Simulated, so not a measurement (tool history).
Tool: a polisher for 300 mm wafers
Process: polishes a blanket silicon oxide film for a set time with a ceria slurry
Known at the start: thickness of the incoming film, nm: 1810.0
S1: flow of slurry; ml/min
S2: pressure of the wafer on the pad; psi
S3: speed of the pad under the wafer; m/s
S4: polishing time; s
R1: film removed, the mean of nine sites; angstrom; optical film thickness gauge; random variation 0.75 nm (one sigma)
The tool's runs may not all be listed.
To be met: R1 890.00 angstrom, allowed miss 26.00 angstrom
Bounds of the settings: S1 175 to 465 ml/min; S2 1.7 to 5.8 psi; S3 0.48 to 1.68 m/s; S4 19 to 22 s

run 1 hour=0.0 | S1=295 S2=3.7 S3=1.08 S4=22 | R1=1080.80
run 2 hour=6.6 | S1=365 S2=3.7 S3=1.08 S4=22 | R1=1120.90
run 3 hour=12.1 | S1=350 S2=3.5 S3=1.08 S4=22 | R1=1046.50
run 4 hour=17.7 | S1=350 S2=3.9 S3=1.08 S4=22 | R1=1175.50
run 5 hour=24.4 | S1=420 S2=3.9 S3=1.08 S4=22 | R1=1184.00
run 6 hour=33.4 | S1=420 S2=3.5 S3=1.08 S4=22 | R1=1046.20
run 7 hour=41.2 | S1=420 S2=3.5 S3=1.08 S4=22 | R1=1069.50
run 8 hour=47.9 | S1=420 S2=3.5 S3=1.08 S4=22 | R1=1060.70
run 9 hour=51.1 | S1=420 S2=3.3 S3=1.08 S4=22 | R1=1002.90
run 10 hour=59.3 | S1=420 S2=3.3 S3=1.08 S4=22 | R1=994.35
run 11 hour=63.7 | S1=420 S2=3.2 S3=1.08 S4=22 | R1=975.29
run 12 hour=70.1 | S1=420 S2=3.1 S3=1.08 S4=22 | R1=955.62

Which of these 5 next moves meets every target?
run A hour=76.5 | S1=425 S2=3.1 S3=1.06 S4=21 | R1=?
run B hour=76.5 | S1=420 S2=3.7 S3=1.02 S4=22 | R1=?
run C hour=76.5 | S1=415 S2=3.0 S3=1.20 S4=22 | R1=?
run D hour=76.5 | S1=465 S2=2.8 S3=1.22 S4=22 | R1=?
run E hour=76.5 | S1=400 S2=3.0 S3=1.16 S4=22 | R1=?

move=A R1=876.51
move=B R1=1052.10
move=C R1=993.13
move=D R1=949.87
move=E R1=960.91
A: meets every target
B: further off than the last run
C: further off than the last run
D: nearer than the last run, and not there yet
E: further off than the last run
Move A is the one to make.
